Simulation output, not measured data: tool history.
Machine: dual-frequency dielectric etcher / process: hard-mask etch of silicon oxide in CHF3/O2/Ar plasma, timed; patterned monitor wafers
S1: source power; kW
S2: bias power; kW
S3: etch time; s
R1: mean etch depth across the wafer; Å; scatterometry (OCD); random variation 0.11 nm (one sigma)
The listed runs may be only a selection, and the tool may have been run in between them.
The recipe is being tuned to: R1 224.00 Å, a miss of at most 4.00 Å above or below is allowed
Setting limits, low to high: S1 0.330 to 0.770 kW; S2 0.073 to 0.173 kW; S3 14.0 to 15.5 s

| run | hour | S1 | S2 | S3 | R1 |
|---|---|---|---|---|---|
| 1 | 0.0 | 0.550 | 0.123 | 15.5 | 247.75 |
| 2 | 3.3 | 0.550 | 0.105 | 15.5 | 233.61 |
| 3 | 6.9 | 0.550 | 0.105 | 15.5 | 233.83 |
| 4 | 9.9 | 0.450 | 0.105 | 15.5 | 216.07 |
| 5 | 16.8 | 0.450 | 0.105 | 14.0 | 194.74 |
| 6 | 25.6 | 0.380 | 0.105 | 14.0 | 184.96 |
| 7 | 26.3 | 0.420 | 0.106 | 14.0 | 192.26 |
| 8 | 27.3 | 0.450 | 0.107 | 14.0 | 197.23 |
| 9 | 33.3 | 0.480 | 0.108 | 14.0 | 202.55 |
| 10 | 39.9 | 0.500 | 0.109 | 14.0 | 207.01 |
| 11 | 40.5 | 0.520 | 0.110 | 14.0 | 210.31 |
| 12 | 42.1 | 0.540 | 0.110 | 14.0 | 212.90 |
| 13 | 43.8 | 0.550 | 0.110 | 14.0 | 216.12 |
| 14 | 47.2 | 0.560 | 0.110 | 14.0 | 217.62 |
| 15 | 50.3 | 0.570 | 0.110 | 14.0 | 218.95 |
| 16 | 56.1 | 0.580 | 0.110 | 14.0 | 219.12 |

Exactly one of the 5 candidate moves below puts every result within its allowed miss. Which one?
| A | 61.9 | 0.670 | 0.091 | 14.0 | ? |
| B | 61.9 | 0.440 | 0.112 | 15.0 | ? |
| C | 61.9 | 0.610 | 0.080 | 15.0 | ? |
| D | 61.9 | 0.580 | 0.106 | 14.0 | ? |
| E | 61.9 | 0.510 | 0.112 | 15.0 | ? |

| move | R1 |
|---|---|
| A | 214.87 |
| B | 212.24 |
| C | 212.55 |
| D | 214.74 |
| E | 223.86 |
A: lands further from the targets than the last run did
B: lands further from the targets than the last run did
C: lands further from the targets than the last run did
D: lands further from the targets than the last run did
E: every result within its allowed miss
Go with E: it meets all targets.

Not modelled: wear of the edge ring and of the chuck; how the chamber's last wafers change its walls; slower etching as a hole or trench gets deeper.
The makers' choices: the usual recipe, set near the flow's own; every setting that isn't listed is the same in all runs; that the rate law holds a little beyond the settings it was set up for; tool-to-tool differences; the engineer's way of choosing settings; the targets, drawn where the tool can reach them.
